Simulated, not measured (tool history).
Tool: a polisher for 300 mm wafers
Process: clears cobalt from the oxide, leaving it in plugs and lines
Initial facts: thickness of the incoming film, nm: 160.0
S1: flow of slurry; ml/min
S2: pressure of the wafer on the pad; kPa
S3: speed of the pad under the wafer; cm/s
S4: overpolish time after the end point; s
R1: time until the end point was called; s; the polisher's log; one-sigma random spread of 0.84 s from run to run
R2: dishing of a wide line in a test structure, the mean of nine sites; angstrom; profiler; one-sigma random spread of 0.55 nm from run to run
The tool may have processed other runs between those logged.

run  hour   S1    S2   S3  S4      R1      R2
  1     0  135   9.7  126  18  48.437  394.47
  2   7.1  135  11.7  126  18   39.66  439.47
  3    10  135  11.7   98  18  49.634  374.29
  4  15.9  135  11.7   98  15  51.178  341.63
  5  17.3  135  11.7  100  17  48.172  374.47
     24.3  -- worn pad replaced by a new one
  6  24.3  135  11.7  128  17  35.428  451.25
  7  31.6  135  11.7  128  19  35.479   461.9
  8  34.1  135    11  128  21  37.078  484.96
  9  36.9  135  10.3  128  22  41.128     472
 10  39.5  135  10.3  128  23  39.824  477.64

Forecast run 11:
 11  41.5  130  9.7  128  24   ?   ?

R1: 43.464 s
R2: 470.73 angstrom
